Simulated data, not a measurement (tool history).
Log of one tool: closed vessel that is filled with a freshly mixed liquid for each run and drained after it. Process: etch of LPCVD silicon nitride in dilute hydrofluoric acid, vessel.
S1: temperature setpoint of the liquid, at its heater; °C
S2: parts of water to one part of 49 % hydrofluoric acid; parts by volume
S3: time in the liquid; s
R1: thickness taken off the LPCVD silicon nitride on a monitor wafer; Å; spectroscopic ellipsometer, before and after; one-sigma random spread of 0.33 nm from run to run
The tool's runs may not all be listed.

{"run": 1, "hour": 0.0, "S1": 24.0, "S2": 45, "S3": 2930, "R1": 251.63}
{"run": 2, "hour": 8.6, "S1": 24.0, "S2": 45, "S3": 2930, "R1": 251.3}
{"run": 3, "hour": 15.9, "S1": 25.0, "S2": 45, "S3": 2930, "R1": 270.32}
{"run": 4, "hour": 19.0, "S1": 26.0, "S2": 45, "S3": 2930, "R1": 286.51}
{"hour": 22.2, "done": "thermometer replaced"}
{"run": 5, "hour": 22.2, "S1": 27.0, "S2": 45, "S3": 2930, "R1": 334.94}
{"run": 6, "hour": 30.0, "S1": 27.5, "S2": 45, "S3": 2930, "R1": 348.31}
{"run": 7, "hour": 36.1, "S1": 31.5, "S2": 30, "S3": 2935, "R1": 676.64}

What does the tool deliver on the next run?
{"run": 8, "hour": 36.6, "S1": 31.0, "S2": 30, "S3": 2935, "R1": "?"}

R1: 651.25 Å
